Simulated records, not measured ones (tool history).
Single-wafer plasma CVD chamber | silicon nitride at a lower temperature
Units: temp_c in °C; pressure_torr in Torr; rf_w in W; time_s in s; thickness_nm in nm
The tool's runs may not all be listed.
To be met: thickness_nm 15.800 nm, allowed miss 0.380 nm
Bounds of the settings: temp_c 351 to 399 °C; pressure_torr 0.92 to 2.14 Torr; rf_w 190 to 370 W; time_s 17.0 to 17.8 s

run    day  temp_c  pressure_torr  rf_w  time_s  thickness_nm
  1  0.000     375           1.53   280    17.8        19.922
  2  0.346     375           1.41   260    17.7        18.178
  3  0.662     375           1.29   255    17.7        17.558
  4  1.004     375           1.29   290    17.7        19.461
  5  1.358     375           1.29   320    17.7        21.200
  6  1.492     375           1.29   320    17.8        21.415
  7  1.833     375           1.21   295    17.6        19.530
  8  2.054     375           1.16   275    17.5        18.037
  9  2.408     375           1.11   265    17.4        17.107
 10  2.567     375           0.94   245    17.3        15.124
 11  2.875     375           0.94   245    17.3        15.027
 12  3.246     375           1.13   255    17.3        16.369
 13  3.312     375           1.09   255    17.3        16.269
 14  3.500     375           1.06   255    17.3        16.027

Which of these 4 next moves meets every target?
  A  3.688     379           1.22   255    17.3             ?
  B  3.688     378           1.08   265    17.0             ?
  C  3.688     378           1.07   255    17.8             ?
  D  3.688     380           0.92   265    17.0             ?

move  thickness_nm
   A        16.718
   B        16.535
   C        16.655
   D        15.864
A: further off than the last run
B: further off than the last run
C: further off than the last run
D: meets every target
Move D is the one to make.
